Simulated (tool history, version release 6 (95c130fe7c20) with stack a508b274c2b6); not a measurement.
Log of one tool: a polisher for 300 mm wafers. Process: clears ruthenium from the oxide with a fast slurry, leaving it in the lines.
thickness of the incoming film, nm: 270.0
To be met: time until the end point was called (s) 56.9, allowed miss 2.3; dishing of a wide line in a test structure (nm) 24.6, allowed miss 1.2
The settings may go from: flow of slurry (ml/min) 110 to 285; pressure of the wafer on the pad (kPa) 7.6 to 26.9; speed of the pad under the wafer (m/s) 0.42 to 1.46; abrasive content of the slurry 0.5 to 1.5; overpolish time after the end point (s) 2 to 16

| run | day | flow of slurry (ml/min) | pressure of the wafer on the pad (kPa) | speed of the pad under the wafer (m/s) | abrasive content of the slurry | overpolish time after the end point (s) | time until the end point was called (s) | dishing of a wide line in a test structure (nm) |
|---|---|---|---|---|---|---|---|---|
| 1 | 0 | 180 | 17.2 | 0.94 | 1 | 8 | 105.4 | 14.349 |
| 2 | 0.029 | 180 | 17.2 | 0.8 | 1 | 8 | 123.22 | 12.671 |
| 3 | 0.121 | 185 | 20 | 0.84 | 1 | 8 | 102.46 | 14.779 |
| 4 | 0.433 | 185 | 20 | 0.68 | 1 | 8 | 124.2 | 12.54 |
| 5 | 0.462 | 185 | 20 | 0.82 | 1 | 8 | 105.16 | 14.349 |
| 6 | 0.758 | 185 | 22.1 | 0.88 | 1 | 8 | 87.615 | 16.578 |
| 7 | 1.104 | 185 | 23.4 | 0.92 | 1 | 8 | 79.525 | 18.117 |
| 8 | 1.221 | 190 | 24.1 | 0.96 | 1 | 8 | 73.667 | 19.372 |
| 9 | 1.412 | 190 | 24.8 | 1 | 1 | 8 | 69.181 | 20.787 |
| 10 | 1.462 | 190 | 25.5 | 1.02 | 1 | 8 | 65.212 | 21.534 |
| 11 | 1.629 | 190 | 26.2 | 1.04 | 1 | 8 | 61.313 | 22.793 |
| 12 | 1.842 | 210 | 26.9 | 1.06 | 1 | 8 | 58.808 | 23.744 |

Which of these 5 next moves meets every target?
| A | 2.054 | 215 | 25.5 | 1.08 | 1 | 8 | ? | ? |
| B | 2.054 | 155 | 24.8 | 1.24 | 1 | 7 | ? | ? |
| C | 2.054 | 240 | 24.8 | 1.02 | 1.1 | 7 | ? | ? |
| D | 2.054 | 205 | 26.9 | 1.1 | 1 | 8 | ? | ? |
| E | 2.054 | 185 | 24.8 | 1.1 | 1 | 9 | ? | ? |

| move | time until the end point was called (s) | dishing of a wide line in a test structure (nm) |
|---|---|---|
| A | 60.848 | 22.617 |
| B | 56.413 | 21.521 |
| C | 61.895 | 19.856 |
| D | 57.019 | 23.902 |
| E | 62.284 | 24.503 |
A: further off than the last run
B: brings the result that was furthest off to its target, and leaves another outside
C: further off than the last run
D: meets every target
E: further off than the last run
The right move is D.
